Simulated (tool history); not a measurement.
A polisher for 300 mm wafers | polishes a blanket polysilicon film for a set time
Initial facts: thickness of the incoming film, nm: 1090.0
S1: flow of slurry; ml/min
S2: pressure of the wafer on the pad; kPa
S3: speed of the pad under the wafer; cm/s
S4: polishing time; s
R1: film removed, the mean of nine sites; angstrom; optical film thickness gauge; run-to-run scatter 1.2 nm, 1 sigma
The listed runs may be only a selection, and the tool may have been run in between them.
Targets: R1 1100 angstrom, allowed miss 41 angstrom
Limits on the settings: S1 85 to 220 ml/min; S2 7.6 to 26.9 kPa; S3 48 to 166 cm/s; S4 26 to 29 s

Run 1, day 0: S1 140 ml/min, S2 17.2 kPa, S3 106 cm/s, S4 29 s. Result: R1 2292.1 angstrom.
Run 2, day 0.171: S1 140 ml/min, S2 17.2 kPa, S3 106 cm/s, S4 29 s. Result: R1 2253.3 angstrom.
Run 3, day 0.308: S1 140 ml/min, S2 17.2 kPa, S3 82 cm/s, S4 29 s. Result: R1 1737.5 angstrom.
Run 4, day 0.533: S1 125 ml/min, S2 17.2 kPa, S3 82 cm/s, S4 29 s. Result: R1 1727.5 angstrom.
Run 5, day 0.604: S1 125 ml/min, S2 17.2 kPa, S3 82 cm/s, S4 26 s. Result: R1 1514.6 angstrom.
Run 6, day 0.883: S1 125 ml/min, S2 20.7 kPa, S3 82 cm/s, S4 26 s. Result: R1 1758.8 angstrom.
At day 1.067: slurry nozzle cleaned.
Run 7, day 1.067: S1 120 ml/min, S2 17.9 kPa, S3 80 cm/s, S4 26 s. Result: R1 1726.5 angstrom.
Run 8, day 1.221: S1 85 ml/min, S2 13.1 kPa, S3 50 cm/s, S4 26 s. Result: R1 817.81 angstrom.
Run 9, day 1.575: S1 100 ml/min, S2 13.8 kPa, S3 50 cm/s, S4 26 s. Result: R1 878.53 angstrom.
Run 10, day 1.804: S1 115 ml/min, S2 14.5 kPa, S3 50 cm/s, S4 26 s. Result: R1 941.09 angstrom.
Run 11, day 2.071: S1 125 ml/min, S2 15.2 kPa, S3 50 cm/s, S4 26 s. Result: R1 984.17 angstrom.
Run 12, day 2.192: S1 130 ml/min, S2 15.2 kPa, S3 50 cm/s, S4 26 s. Result: R1 989.38 angstrom.
Run 13, day 2.475: S1 135 ml/min, S2 15.2 kPa, S3 50 cm/s, S4 26 s. Result: R1 1006.3 angstrom.

Which of these 5 next moves meets every target?
Run A, day 2.758: S1 150 ml/min, S2 18.6 kPa, S3 50 cm/s, S4 26 s. Result: R1 ?.
Run B, day 2.758: S1 135 ml/min, S2 13.8 kPa, S3 52 cm/s, S4 27 s. Result: R1 ?.
Run C, day 2.758: S1 140 ml/min, S2 15.2 kPa, S3 52 cm/s, S4 27 s. Result: R1 ?.
Run D, day 2.758: S1 165 ml/min, S2 13.8 kPa, S3 48 cm/s, S4 26 s. Result: R1 ?.
Run E, day 2.758: S1 115 ml/min, S2 15.2 kPa, S3 54 cm/s, S4 29 s. Result: R1 ?.

move      R1
   A  1182.3
   B  1018.7
   C  1092.1
   D  942.25
   E    1168
A: the result that was furthest off in the last run now lies on the other side of its target
B: an improvement on the last run, though not all results are within tolerance
C: all results in spec
D: lands further from the targets than the last run did
E: the result that was furthest off in the last run now lies on the other side of its target
Move C is the one to make.
